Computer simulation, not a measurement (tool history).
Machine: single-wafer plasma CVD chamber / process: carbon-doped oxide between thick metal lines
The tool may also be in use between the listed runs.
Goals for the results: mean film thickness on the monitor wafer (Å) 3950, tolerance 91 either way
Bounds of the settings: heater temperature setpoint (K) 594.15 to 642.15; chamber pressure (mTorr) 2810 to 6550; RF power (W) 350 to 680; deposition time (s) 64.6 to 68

| run | hour | heater temperature setpoint (K) | chamber pressure (mTorr) | RF power (W) | deposition time (s) | mean film thickness on the monitor wafer (Å) |
|---|---|---|---|---|---|---|
| 1 | 0 | 618.15 | 4680 | 515 | 68 | 3566 |
| 2 | 3.2 | 616.15 | 4930 | 530 | 68 | 3679 |
| 3 | 4.1 | 614.15 | 5110 | 540 | 68 | 3768.3 |
| 4 | 12.9 | 614.15 | 4400 | 540 | 68 | 3674.1 |
| 5 | 13.5 | 614.15 | 4400 | 540 | 64.6 | 3475.1 |
| 6 | 22.2 | 614.15 | 5050 | 540 | 64.6 | 3564.2 |
| 7 | 30.9 | 614.15 | 5240 | 560 | 64.8 | 3682.6 |
| 8 | 36.6 | 613.15 | 5420 | 570 | 64.9 | 3748.9 |
| 9 | 43.8 | 612.15 | 5550 | 580 | 65 | 3836.5 |
| 10 | 49.7 | 612.15 | 5630 | 585 | 65 | 3829.7 |

Exactly one of the 5 candidate moves below puts every result within its allowed miss. Which one?
| A | 55.6 | 608.15 | 5500 | 605 | 68 | ? |
| B | 55.6 | 613.15 | 4530 | 595 | 64.6 | ? |
| C | 55.6 | 602.15 | 5660 | 590 | 64.6 | ? |
| D | 55.6 | 610.15 | 5800 | 550 | 64.6 | ? |
| E | 55.6 | 612.15 | 4500 | 545 | 68 | ? |

| move | mean film thickness on the monitor wafer (Å) |
|---|---|
| A | 4138 |
| B | 3719.2 |
| C | 3968.3 |
| D | 3718.5 |
| E | 3725.2 |
A: takes the biggest miss from the last run beyond its target
B: its largest miss is bigger than the last run's
C: meets every target
D: its largest miss is bigger than the last run's
E: its largest miss is bigger than the last run's
C is the move that brings every result within its allowed miss.
